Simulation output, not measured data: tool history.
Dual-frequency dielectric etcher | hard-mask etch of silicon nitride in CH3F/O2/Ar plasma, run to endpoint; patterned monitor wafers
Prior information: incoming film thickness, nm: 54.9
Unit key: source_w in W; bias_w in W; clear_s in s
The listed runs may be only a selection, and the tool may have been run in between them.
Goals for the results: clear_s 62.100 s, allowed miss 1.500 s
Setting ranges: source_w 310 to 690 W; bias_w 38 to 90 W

{"run": 1, "hour": 0.0, "source_w": 500, "bias_w": 64, "clear_s": 71.189}
{"run": 2, "hour": 5.8, "source_w": 420, "bias_w": 64, "clear_s": 75.35}
{"run": 3, "hour": 9.3, "source_w": 420, "bias_w": 75, "clear_s": 72.511}
{"run": 4, "hour": 17.9, "source_w": 460, "bias_w": 77, "clear_s": 70.462}
{"run": 5, "hour": 22.9, "source_w": 420, "bias_w": 77, "clear_s": 72.416}
{"run": 6, "hour": 26.6, "source_w": 380, "bias_w": 77, "clear_s": 75.838}
{"run": 7, "hour": 32.9, "source_w": 430, "bias_w": 79, "clear_s": 71.769}
{"run": 8, "hour": 35.9, "source_w": 470, "bias_w": 81, "clear_s": 68.2}
{"run": 9, "hour": 41.9, "source_w": 490, "bias_w": 82, "clear_s": 65.958}
{"run": 10, "hour": 45.3, "source_w": 500, "bias_w": 82, "clear_s": 66.352}

4 candidate next runs follow, results not yet known. Just one meets every target within its allowed miss. Identify it.
{"run": "A", "hour": 48.7, "source_w": 430, "bias_w": 77, "clear_s": "?"}
{"run": "B", "hour": 48.7, "source_w": 460, "bias_w": 82, "clear_s": "?"}
{"run": "C", "hour": 48.7, "source_w": 420, "bias_w": 83, "clear_s": "?"}
{"run": "D", "hour": 48.7, "source_w": 550, "bias_w": 90, "clear_s": "?"}

move=A clear_s=71.036
move=B clear_s=67.948
move=C clear_s=70.236
move=D clear_s=61.641
A: misses by more than the last run did
B: misses by more than the last run did
C: misses by more than the last run did
D: hits every target within its allowed miss
Answer: D
